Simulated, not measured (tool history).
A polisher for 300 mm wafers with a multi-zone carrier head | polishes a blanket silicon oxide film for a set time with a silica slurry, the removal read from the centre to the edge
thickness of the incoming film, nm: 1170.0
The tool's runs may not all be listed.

run	hour	flow of slurry (ml/min)	pressure of the head's centre zone	pressure of the head's middle zone	pressure of the head's edge zone	abrasive content of the slurry	polishing time (s)	film removed at the wafer's centre (Å)	film removed at mid-radius (Å)	film removed at the wafer's edge (Å)
1	0	125	1	1	1	1	31	901.11	936.59	897.21
2	8.2	125	1	1	1	1	25	729.43	749.63	727.58
3	13.9	120	1.01	0.94	0.97	0.85	23	587.52	574.04	584.82
4	17.5	120	0.97	0.94	0.97	0.85	23	573.36	564.45	583
5	26.1	115	0.99	0.9	0.93	0.75	23	513.14	476.35	509.45
6	29.1	105	0.99	0.9	0.93	0.75	23	494.41	464.87	487.56
7	35.8	95	1.01	0.87	0.92	0.75	23	485.16	435.21	483.45

Forecast run 8:
8	39.8	90	1.02	0.86	0.88	0.75	23	?	?	?

{"run 8": {"film removed at the wafer's centre (Å)": 480.57, "film removed at mid-radius (Å)": 429.57, "film removed at the wafer's edge (Å)": 476.53}}

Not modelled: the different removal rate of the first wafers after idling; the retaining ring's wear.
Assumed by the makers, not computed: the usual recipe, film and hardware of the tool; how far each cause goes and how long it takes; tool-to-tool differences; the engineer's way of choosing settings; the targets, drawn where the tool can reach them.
